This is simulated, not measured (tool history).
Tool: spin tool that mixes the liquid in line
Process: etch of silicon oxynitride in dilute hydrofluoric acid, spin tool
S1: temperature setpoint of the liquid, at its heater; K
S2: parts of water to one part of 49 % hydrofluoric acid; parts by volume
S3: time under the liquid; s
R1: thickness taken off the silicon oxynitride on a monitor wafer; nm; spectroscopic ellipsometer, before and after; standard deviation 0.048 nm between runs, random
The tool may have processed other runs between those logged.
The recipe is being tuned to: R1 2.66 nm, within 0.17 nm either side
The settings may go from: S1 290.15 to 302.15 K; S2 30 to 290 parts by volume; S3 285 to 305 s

| run | hour | S1 | S2 | S3 | R1 |
|---|---|---|---|---|---|
| 1 | 0 | 294.15 | 160 | 285 | 3.8647 |
| 2 | 1.7 | 293.65 | 165 | 285 | 3.5522 |
| 3 | 9.5 | 293.65 | 125 | 285 | 4.7702 |
| 4 | 14 | 293.65 | 125 | 285 | 4.7164 |
| 5 | 20.9 | 295.15 | 125 | 285 | 5.2261 |
| 6 | 22.1 | 294.15 | 140 | 285 | 4.3687 |
| 7 | 22.7 | 293.15 | 150 | 285 | 3.8386 |
| 8 | 29.6 | 292.65 | 155 | 285 | 3.6262 |
| 9 | 33.9 | 292.15 | 160 | 285 | 3.3673 |
| 10 | 41.7 | 291.65 | 165 | 285 | 3.0951 |
| 11 | 42.5 | 291.15 | 165 | 285 | 3.2239 |

Below are 4 possible settings for the next run. Only one of them brings all results inside the allowed miss of their targets. Which is it?
| A | 43.3 | 290.15 | 200 | 305 | ? |
| B | 43.3 | 291.65 | 175 | 285 | ? |
| C | 43.3 | 290.65 | 160 | 285 | ? |
| D | 43.3 | 292.15 | 145 | 300 | ? |

| move | R1 |
|---|---|
| A | 2.6207 |
| B | 3.0531 |
| C | 3.2125 |
| D | 4.0513 |
A: every result lands within tolerance
B: closer than the last run, but not yet in spec
C: about as far from the targets as the last run
D: misses by more than the last run did
The move that meets every target is A.

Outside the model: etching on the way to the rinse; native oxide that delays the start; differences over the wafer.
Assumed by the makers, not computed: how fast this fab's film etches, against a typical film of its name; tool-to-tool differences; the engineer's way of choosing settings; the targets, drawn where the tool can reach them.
